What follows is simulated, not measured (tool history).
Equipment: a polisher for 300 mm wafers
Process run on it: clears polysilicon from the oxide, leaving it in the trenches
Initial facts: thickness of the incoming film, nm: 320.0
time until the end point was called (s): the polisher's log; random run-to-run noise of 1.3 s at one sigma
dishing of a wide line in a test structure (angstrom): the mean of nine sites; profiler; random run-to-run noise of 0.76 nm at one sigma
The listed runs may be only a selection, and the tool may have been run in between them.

run  hour  flow of slurry (ml/min)  pressure of the wafer on the pad (kPa)  speed of the pad under the wafer (cm/s)  overpolish time after the end point (s)  time until the end point was called (s)  dishing of a wide line in a test structure (angstrom)
  1     0                      190                                    14.5                                      110                                       26                                   32.505                                                 569.92
  2     6                      185                                    12.4                                       94                                       28                                    45.37                                                 554.01
  3     7                      185                                    15.2                                       94                                       28                                   36.241                                                 571.03
  4  13.5                      185                                    17.2                                       94                                       28                                   32.464                                                 592.06
  5  19.2                      140                                    17.2                                       94                                       28                                   34.292                                                 580.15
  6  23.9                      155                                    14.5                                       82                                       35                                   46.069                                                 566.59
  7  31.3                      175                                    12.4                                       72                                       40                                   56.931                                                 561.09

Forecast run 8:
  8  33.6                      185                                      11                                       68                                       44                                        ?                                                      ?

{"run 8": {"time until the end point was called (s)": 67.646, "dishing of a wide line in a test structure (angstrom)": 569.96}}

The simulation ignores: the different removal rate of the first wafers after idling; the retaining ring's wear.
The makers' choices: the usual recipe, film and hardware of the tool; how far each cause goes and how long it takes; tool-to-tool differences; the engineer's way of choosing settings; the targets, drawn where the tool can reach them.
